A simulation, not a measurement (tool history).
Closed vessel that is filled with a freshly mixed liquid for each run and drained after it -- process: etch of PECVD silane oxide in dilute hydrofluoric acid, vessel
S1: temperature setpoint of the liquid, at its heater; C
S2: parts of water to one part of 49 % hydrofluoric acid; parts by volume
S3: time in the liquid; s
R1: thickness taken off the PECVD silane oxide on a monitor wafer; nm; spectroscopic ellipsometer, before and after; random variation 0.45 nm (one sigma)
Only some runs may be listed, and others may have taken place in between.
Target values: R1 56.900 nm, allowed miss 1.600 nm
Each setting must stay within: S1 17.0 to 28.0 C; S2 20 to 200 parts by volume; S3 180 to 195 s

{"run": 1, "hour": 0.0, "S1": 20.0, "S2": 110, "S3": 180, "R1": 38.794}
{"run": 2, "hour": 7.3, "S1": 20.0, "S2": 110, "S3": 195, "R1": 42.934}
{"run": 3, "hour": 16.0, "S1": 20.0, "S2": 130, "S3": 195, "R1": 35.351}
{"run": 4, "hour": 19.6, "S1": 21.5, "S2": 130, "S3": 195, "R1": 37.591}
{"run": 5, "hour": 23.5, "S1": 21.5, "S2": 160, "S3": 195, "R1": 29.088}
{"run": 6, "hour": 29.0, "S1": 24.0, "S2": 160, "S3": 195, "R1": 32.479}
{"run": 7, "hour": 35.0, "S1": 24.5, "S2": 150, "S3": 195, "R1": 35.642}
{"run": 8, "hour": 40.4, "S1": 24.5, "S2": 150, "S3": 195, "R1": 35.779}
{"run": 9, "hour": 47.2, "S1": 25.0, "S2": 145, "S3": 195, "R1": 38.267}

Next run, 5 choices. One meets every target within its allowed miss, the rest don't. Which?
{"run": "A", "hour": 54.0, "S1": 26.0, "S2": 100, "S3": 195, "R1": "?"}
{"run": "B", "hour": 54.0, "S1": 24.5, "S2": 100, "S3": 195, "R1": "?"}
{"run": "C", "hour": 54.0, "S1": 26.5, "S2": 95, "S3": 195, "R1": "?"}
{"run": "D", "hour": 54.0, "S1": 26.0, "S2": 85, "S3": 195, "R1": "?"}
{"run": "E", "hour": 54.0, "S1": 22.5, "S2": 110, "S3": 195, "R1": "?"}

move=A R1=59.957
move=B R1=56.536
move=C R1=64.772
move=D R1=71.930
move=E R1=46.910
A: takes the result that was furthest off past its target
B: each result inside its tolerance
C: takes the result that was furthest off past its target
D: takes the result that was furthest off past its target
E: nearer than the last run, and not there yet
The right move is B.
